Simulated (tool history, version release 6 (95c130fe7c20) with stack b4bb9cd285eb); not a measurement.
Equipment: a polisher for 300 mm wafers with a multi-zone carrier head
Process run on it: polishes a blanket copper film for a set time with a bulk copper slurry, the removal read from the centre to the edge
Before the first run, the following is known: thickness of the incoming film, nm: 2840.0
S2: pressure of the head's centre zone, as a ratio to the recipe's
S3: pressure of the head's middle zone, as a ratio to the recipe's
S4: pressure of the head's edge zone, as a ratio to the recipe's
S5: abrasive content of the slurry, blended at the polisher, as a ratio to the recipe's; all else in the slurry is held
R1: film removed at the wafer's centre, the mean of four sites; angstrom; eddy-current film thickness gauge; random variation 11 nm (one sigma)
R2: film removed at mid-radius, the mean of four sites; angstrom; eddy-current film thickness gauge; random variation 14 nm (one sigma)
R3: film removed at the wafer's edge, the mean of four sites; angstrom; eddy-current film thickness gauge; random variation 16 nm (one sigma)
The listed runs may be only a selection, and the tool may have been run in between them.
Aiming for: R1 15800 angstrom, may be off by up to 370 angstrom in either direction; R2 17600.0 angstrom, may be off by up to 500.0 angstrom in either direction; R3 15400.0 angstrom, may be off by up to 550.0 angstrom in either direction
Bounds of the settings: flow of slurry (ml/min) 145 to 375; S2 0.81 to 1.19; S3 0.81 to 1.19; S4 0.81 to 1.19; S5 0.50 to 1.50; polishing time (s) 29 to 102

run 1 hour=0.0 | flow_of_slurry_(ml/min)=240 S2=1.00 S3=1.00 S4=1.00 S5=1.00 polishing_time_(s)=65 | R1=11036 R2=10960.0 R3=10954.0
run 2 hour=1.2 | flow_of_slurry_(ml/min)=295 S2=1.00 S3=1.00 S4=1.00 S5=1.00 polishing_time_(s)=65 | R1=11307 R2=11130.0 R3=11062.0
run 3 hour=7.7 | flow_of_slurry_(ml/min)=295 S2=1.00 S3=1.00 S4=1.00 S5=1.10 polishing_time_(s)=65 | R1=11783 R2=11488.0 R3=11127.0
run 4 hour=11.8 | flow_of_slurry_(ml/min)=295 S2=1.00 S3=1.00 S4=1.00 S5=1.10 polishing_time_(s)=56 | R1=10119 R2=9884.2 R3=9515.4
run 5 hour=19.3 | flow_of_slurry_(ml/min)=295 S2=1.00 S3=1.00 S4=1.00 S5=1.20 polishing_time_(s)=56 | R1=10255 R2=10097.0 R3=9962.4
run 6 hour=27.5 | flow_of_slurry_(ml/min)=295 S2=1.00 S3=1.00 S4=1.04 S5=1.20 polishing_time_(s)=56 | R1=10323 R2=10153.0 R3=9926.9
run 7 hour=28.7 | flow_of_slurry_(ml/min)=275 S2=1.01 S3=1.05 S4=1.05 S5=1.30 polishing_time_(s)=63 | R1=11938 R2=12026.0 R3=11638.0
run 8 hour=30.9 | flow_of_slurry_(ml/min)=280 S2=1.01 S3=1.09 S4=1.04 S5=1.35 polishing_time_(s)=67 | R1=12772 R2=13430.0 R3=12453.0
run 9 hour=37.8 | flow_of_slurry_(ml/min)=285 S2=1.02 S3=1.12 S4=1.05 S5=1.40 polishing_time_(s)=70 | R1=13688 R2=14655.0 R3=13242.0
run 10 hour=43.5 | flow_of_slurry_(ml/min)=290 S2=1.03 S3=1.14 S4=1.07 S5=1.45 polishing_time_(s)=72 | R1=14318 R2=15541.0 R3=13726.0

Of the 5 settings listed for the next run, only one would bring every result within its allowed miss of target. Which one?
run A hour=49.2 | flow_of_slurry_(ml/min)=295 S2=1.07 S3=1.18 S4=1.05 S5=1.50 polishing_time_(s)=66 | R1=? R2=? R3=?
run B hour=49.2 | flow_of_slurry_(ml/min)=270 S2=0.99 S3=1.12 S4=1.09 S5=1.50 polishing_time_(s)=79 | R1=? R2=? R3=?
run C hour=49.2 | flow_of_slurry_(ml/min)=290 S2=1.04 S3=1.19 S4=1.06 S5=1.35 polishing_time_(s)=76 | R1=? R2=? R3=?
run D hour=49.2 | flow_of_slurry_(ml/min)=245 S2=1.00 S3=1.16 S4=1.02 S5=1.45 polishing_time_(s)=83 | R1=? R2=? R3=?
run E hour=49.2 | flow_of_slurry_(ml/min)=340 S2=0.94 S3=1.05 S4=1.04 S5=1.35 polishing_time_(s)=82 | R1=? R2=? R3=?

move=A R1=13786 R2=14691.0 R3=12582.0
move=B R1=15088 R2=16653.0 R3=15212.0
move=C R1=14979 R2=16550.0 R3=14133.0
move=D R1=15668 R2=17662.0 R3=15237.0
move=E R1=14834 R2=16299.0 R3=15332.0
A: its largest miss is bigger than the last run's
B: moves toward the targets from the last run without getting all of them in spec
C: moves toward the targets from the last run without getting all of them in spec
D: each result inside its tolerance
E: moves toward the targets from the last run without getting all of them in spec
Correct choice: D, which meets every target

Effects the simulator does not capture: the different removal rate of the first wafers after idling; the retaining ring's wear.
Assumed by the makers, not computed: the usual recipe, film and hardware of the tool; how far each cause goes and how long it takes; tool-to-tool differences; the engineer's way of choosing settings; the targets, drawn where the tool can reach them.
